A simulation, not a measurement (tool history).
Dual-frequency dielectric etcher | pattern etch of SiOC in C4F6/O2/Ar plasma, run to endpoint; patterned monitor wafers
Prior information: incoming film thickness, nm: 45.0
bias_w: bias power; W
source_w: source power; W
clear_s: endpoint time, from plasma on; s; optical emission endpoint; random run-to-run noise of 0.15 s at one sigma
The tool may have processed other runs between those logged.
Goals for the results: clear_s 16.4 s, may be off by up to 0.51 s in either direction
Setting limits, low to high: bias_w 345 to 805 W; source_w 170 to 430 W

run 1 hour=0 | bias_w=575 source_w=300 | clear_s=18.523
run 2 hour=3.9 | bias_w=609 source_w=310 | clear_s=18.441
run 3 hour=6.6 | bias_w=609 source_w=290 | clear_s=18.617
run 4 hour=15.2 | bias_w=609 source_w=230 | clear_s=19.937
run 5 hour=23.6 | bias_w=653 source_w=260 | clear_s=18.644
run 6 hour=28.6 | bias_w=653 source_w=290 | clear_s=18.269
run 7 hour=33.9 | bias_w=682 source_w=310 | clear_s=17.568
run 8 hour=37.2 | bias_w=682 source_w=310 | clear_s=17.523
run 9 hour=41.8 | bias_w=702 source_w=320 | clear_s=17.194

Below are 4 possible settings for the next run. Only one of them brings all results inside the allowed miss of their targets. Which is it?
run A hour=46.4 | bias_w=787 source_w=250 | clear_s=?
run B hour=46.4 | bias_w=607 source_w=280 | clear_s=?
run C hour=46.4 | bias_w=723 source_w=300 | clear_s=?
run D hour=46.4 | bias_w=641 source_w=390 | clear_s=?

move=A clear_s=18.238
move=B clear_s=18.967
move=C clear_s=17.579
move=D clear_s=16.616
A: lands further from the targets than the last run did
B: lands further from the targets than the last run did
C: lands further from the targets than the last run did
D: every result within its allowed miss
D meets every target.
